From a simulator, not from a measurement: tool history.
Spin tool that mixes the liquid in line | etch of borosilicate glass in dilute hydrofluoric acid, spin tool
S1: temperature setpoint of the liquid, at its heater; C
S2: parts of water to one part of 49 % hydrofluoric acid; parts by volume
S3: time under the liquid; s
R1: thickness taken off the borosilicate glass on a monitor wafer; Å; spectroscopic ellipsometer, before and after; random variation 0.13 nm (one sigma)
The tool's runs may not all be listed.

| run | day | S1 | S2 | S3 | R1 |
|---|---|---|---|---|---|
| 1 | 0.000 | 22.0 | 270 | 260 | 326.89 |
| 2 | 0.058 | 22.0 | 205 | 260 | 458.27 |
| 3 | 0.112 | 21.0 | 210 | 260 | 428.09 |
| 4 | 0.271 | 21.0 | 135 | 260 | 715.42 |
| 5 | 0.458 | 20.0 | 155 | 260 | 585.33 |
| 6 | 0.517 | 19.5 | 170 | 260 | 516.08 |
| 7 | 0.671 | 19.0 | 180 | 260 | 476.06 |
| 8 | 0.717 | 18.5 | 185 | 260 | 452.26 |
| 9 | 1.033 | 18.0 | 190 | 260 | 428.08 |
| 10 | 1.321 | 18.0 | 195 | 260 | 416.96 |
| 11 | 1.533 | 18.0 | 200 | 260 | 402.57 |
| 12 | 1.862 | 18.0 | 205 | 260 | 392.00 |

Run 13 comes next. What will it give?
| 13 | 2.150 | 17.5 | 210 | 260 | ? |

R1: 371.99 Å
